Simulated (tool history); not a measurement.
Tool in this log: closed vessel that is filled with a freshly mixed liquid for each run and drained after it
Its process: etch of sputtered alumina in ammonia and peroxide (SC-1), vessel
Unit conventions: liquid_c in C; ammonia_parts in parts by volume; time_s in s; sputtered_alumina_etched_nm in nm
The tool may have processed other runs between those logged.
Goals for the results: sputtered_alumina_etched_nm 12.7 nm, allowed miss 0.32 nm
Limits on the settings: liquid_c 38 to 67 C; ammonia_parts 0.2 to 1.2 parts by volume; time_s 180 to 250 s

| run | hour | liquid_c | ammonia_parts | time_s | sputtered_alumina_etched_nm |
|---|---|---|---|---|---|
| 1 | 0 | 51 | 0.9 | 250 | 14.712 |
| 2 | 6.2 | 51 | 1.2 | 250 | 15.035 |
| 3 | 7.8 | 51 | 0.9 | 250 | 14.788 |
| 4 | 8.4 | 50.5 | 0.9 | 250 | 14.516 |
| 5 | 11.2 | 50.5 | 0.9 | 180 | 10.469 |
| 6 | 17.6 | 51 | 0.9 | 180 | 10.538 |
| 7 | 26.3 | 51.5 | 0.9 | 180 | 10.887 |
| 8 | 30.7 | 51.5 | 0.9 | 180 | 10.846 |
| 9 | 38.3 | 52.5 | 0.9 | 180 | 11.523 |
| 10 | 41.1 | 53 | 0.9 | 180 | 11.903 |
|  | 46.4 | thermometer replaced |
| 11 | 46.4 | 53.5 | 0.9 | 180 | 13.253 |

Next run, 4 choices. One meets every target within its allowed miss, the rest don't. Which?
| A | 51.7 | 50.5 | 1.05 | 200 | ? |
| B | 51.7 | 52.5 | 0.95 | 190 | ? |
| C | 51.7 | 52 | 0.6 | 205 | ? |
| D | 51.7 | 51 | 0.9 | 225 | ? |

| move | sputtered_alumina_etched_nm |
|---|---|
| A | 12.712 |
| B | 13.337 |
| C | 13.407 |
| D | 14.483 |
A: every result lands within tolerance
B: moves away from the targets compared with the last run
C: moves away from the targets compared with the last run
D: moves away from the targets compared with the last run
The right move is A.
